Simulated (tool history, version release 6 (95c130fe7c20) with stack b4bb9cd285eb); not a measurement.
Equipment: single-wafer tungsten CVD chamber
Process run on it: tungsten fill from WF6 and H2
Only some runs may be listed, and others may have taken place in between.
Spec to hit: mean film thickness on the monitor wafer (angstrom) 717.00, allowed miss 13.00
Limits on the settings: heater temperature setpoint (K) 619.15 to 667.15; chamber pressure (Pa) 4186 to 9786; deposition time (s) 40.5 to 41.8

run    day  heater temperature setpoint (K)  chamber pressure (Pa)  deposition time (s)  mean film thickness on the monitor wafer (angstrom)
  1  0.000                           643.15                   6986                 40.5                                               874.96
  2  0.246                           643.15                   6466                 40.5                                               836.02
  3  0.354                           643.15                   7573                 40.5                                               903.48
  4  0.417                           643.15                   8426                 40.5                                               940.15
     0.621  -- capacitance manometer re-zeroed and calibrated
  5  0.621                           641.15                   8413                 40.5                                               878.60
  6  0.646                           641.15                   7266                 40.5                                               834.91
  7  0.696                           640.15                   7266                 40.5                                               813.77
  8  1.067                           633.15                   7239                 40.5                                               698.73

Exactly one of the 5 candidate moves below puts every result within its allowed miss. Which one?
  A  1.438                           630.15                   7333                 41.8                                                    ?
  B  1.438                           632.15                   7173                 40.5                                                    ?
  C  1.438                           634.15                   6999                 41.3                                                    ?
  D  1.438                           632.15                   6439                 41.5                                                    ?
  E  1.438                           634.15                   6519                 40.5                                                    ?

move  mean film thickness on the monitor wafer (angstrom)
   A                                               680.89
   B                                               682.61
   C                                               719.49
   D                                               669.22
   E                                               685.18
A: further off than the last run
B: further off than the last run
C: each result inside its tolerance
D: further off than the last run
E: further off than the last run
The move that meets every target is C.

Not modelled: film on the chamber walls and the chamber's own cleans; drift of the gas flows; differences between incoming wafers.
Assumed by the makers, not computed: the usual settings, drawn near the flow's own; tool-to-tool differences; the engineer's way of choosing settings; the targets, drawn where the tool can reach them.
